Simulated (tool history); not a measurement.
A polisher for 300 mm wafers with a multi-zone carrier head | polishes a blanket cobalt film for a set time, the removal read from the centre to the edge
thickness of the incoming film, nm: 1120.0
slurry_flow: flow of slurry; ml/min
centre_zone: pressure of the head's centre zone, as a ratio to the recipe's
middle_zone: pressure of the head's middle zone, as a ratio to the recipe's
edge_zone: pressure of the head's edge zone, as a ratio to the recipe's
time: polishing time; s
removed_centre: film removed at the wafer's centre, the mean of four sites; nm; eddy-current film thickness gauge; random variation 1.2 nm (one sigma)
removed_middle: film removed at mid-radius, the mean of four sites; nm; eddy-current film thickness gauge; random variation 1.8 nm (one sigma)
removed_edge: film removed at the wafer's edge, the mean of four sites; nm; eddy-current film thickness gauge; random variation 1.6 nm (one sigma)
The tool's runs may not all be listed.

| run | day | slurry_flow | centre_zone | middle_zone | edge_zone | time | removed_centre | removed_middle | removed_edge |
|---|---|---|---|---|---|---|---|---|---|
| 1 | 0 | 185 | 1 | 1 | 1 | 40 | 323.58 | 327.81 | 336.29 |
| 2 | 0.296 | 180 | 0.99 | 1 | 0.98 | 38 | 301.93 | 303.27 | 312.61 |
| 3 | 0.533 | 175 | 0.98 | 1 | 0.96 | 37 | 292.11 | 295.13 | 303.34 |
| 4 | 0.904 | 175 | 0.98 | 1.05 | 0.96 | 37 | 294.5 | 310.69 | 302.86 |
| 5 | 1.221 | 130 | 0.98 | 1.05 | 0.96 | 37 | 268.73 | 288.75 | 286.19 |
| 6 | 1.579 | 130 | 0.97 | 1.05 | 0.95 | 36 | 262.35 | 285.68 | 279.14 |
| 7 | 1.8 | 140 | 0.88 | 0.96 | 0.85 | 25 | 175.1 | 186.79 | 186.93 |

Run 8 comes next. What will it give?
| 8 | 1.958 | 145 | 0.88 | 0.96 | 0.85 | 25 | ? | ? | ? |

{"run 8": {"removed_centre": 176.69, "removed_middle": 190.09, "removed_edge": 187.03}}
